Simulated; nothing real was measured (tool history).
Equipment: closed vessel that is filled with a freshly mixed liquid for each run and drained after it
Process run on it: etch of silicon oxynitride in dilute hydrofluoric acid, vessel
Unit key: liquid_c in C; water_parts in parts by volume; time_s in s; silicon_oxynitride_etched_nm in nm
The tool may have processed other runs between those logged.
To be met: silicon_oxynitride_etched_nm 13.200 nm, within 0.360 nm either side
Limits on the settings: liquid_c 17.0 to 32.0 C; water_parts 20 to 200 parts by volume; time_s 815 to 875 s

run  hour  liquid_c  water_parts  time_s  silicon_oxynitride_etched_nm
  1   0.0      24.0          110     815                        19.728
  2   3.6      24.0          110     815                        19.682
  3   7.3      23.0          110     815                        18.748
  4   8.4      22.0          110     815                        17.890
  5  15.7      22.0           85     815                        23.443
  6  19.1      22.0           85     875                        25.493
  7  26.1      21.0           95     875                        21.307
  8  32.4      20.5          100     875                        19.648
  9  39.2      20.5          100     875                        19.714
 10  42.9      17.0          130     875                        12.634

Which single option among these 4 for the next run brings every result within its allowed miss of target? Just one does.
  A  46.6      17.5          125     860                             ?
  B  46.6      19.0          150     875                             ?
  C  46.6      18.5          145     870                             ?
  D  46.6      17.0          125     820                             ?

move  silicon_oxynitride_etched_nm
   A                        13.039
   B                        11.701
   C                        11.787
   D                        12.129
A: every result lands within tolerance
B: further off than the last run
C: further off than the last run
D: further off than the last run
Move A is the one to make.

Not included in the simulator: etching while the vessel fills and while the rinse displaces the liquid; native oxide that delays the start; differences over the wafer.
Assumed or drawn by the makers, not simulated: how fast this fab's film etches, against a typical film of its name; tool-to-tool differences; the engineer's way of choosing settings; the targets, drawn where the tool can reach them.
